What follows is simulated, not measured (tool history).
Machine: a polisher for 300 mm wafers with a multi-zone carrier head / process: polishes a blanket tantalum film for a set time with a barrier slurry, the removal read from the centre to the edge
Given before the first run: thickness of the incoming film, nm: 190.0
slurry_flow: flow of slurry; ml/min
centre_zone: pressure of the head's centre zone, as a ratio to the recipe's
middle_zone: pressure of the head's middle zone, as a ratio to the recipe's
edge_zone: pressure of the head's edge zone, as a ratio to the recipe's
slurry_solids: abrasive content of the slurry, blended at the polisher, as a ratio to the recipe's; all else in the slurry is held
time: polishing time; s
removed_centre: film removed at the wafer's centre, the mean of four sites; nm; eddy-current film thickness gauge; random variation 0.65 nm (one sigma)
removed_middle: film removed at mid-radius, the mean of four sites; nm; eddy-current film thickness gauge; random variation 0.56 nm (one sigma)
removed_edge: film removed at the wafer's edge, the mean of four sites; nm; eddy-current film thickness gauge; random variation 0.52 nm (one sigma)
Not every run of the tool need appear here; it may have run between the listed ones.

| run | hour | slurry_flow | centre_zone | middle_zone | edge_zone | slurry_solids | time | removed_centre | removed_middle | removed_edge |
|---|---|---|---|---|---|---|---|---|---|---|
| 1 | 0.0 | 185 | 1.00 | 1.00 | 1.00 | 1.00 | 35 | 58.574 | 57.869 | 58.249 |
| 2 | 4.3 | 195 | 0.97 | 0.98 | 1.06 | 1.10 | 35 | 59.002 | 58.974 | 61.617 |
| 3 | 7.1 | 200 | 0.94 | 0.96 | 1.10 | 1.20 | 35 | 59.224 | 59.610 | 64.993 |
| 4 | 10.5 | 210 | 0.92 | 0.95 | 1.13 | 1.25 | 35 | 58.919 | 60.441 | 66.266 |
| 5 | 16.7 | 210 | 0.88 | 0.95 | 1.13 | 1.25 | 35 | 55.607 | 61.174 | 65.902 |
| 6 | 20.3 | 215 | 0.88 | 0.94 | 1.15 | 1.30 | 35 | 57.389 | 60.191 | 67.333 |

Run 7 is up next; what results do you expect?
| 7 | 26.3 | 215 | 0.87 | 0.94 | 1.16 | 1.35 | 35 | ? | ? | ? |

removed_centre: 57.697 nm
removed_middle: 61.744 nm
removed_edge: 68.488 nm
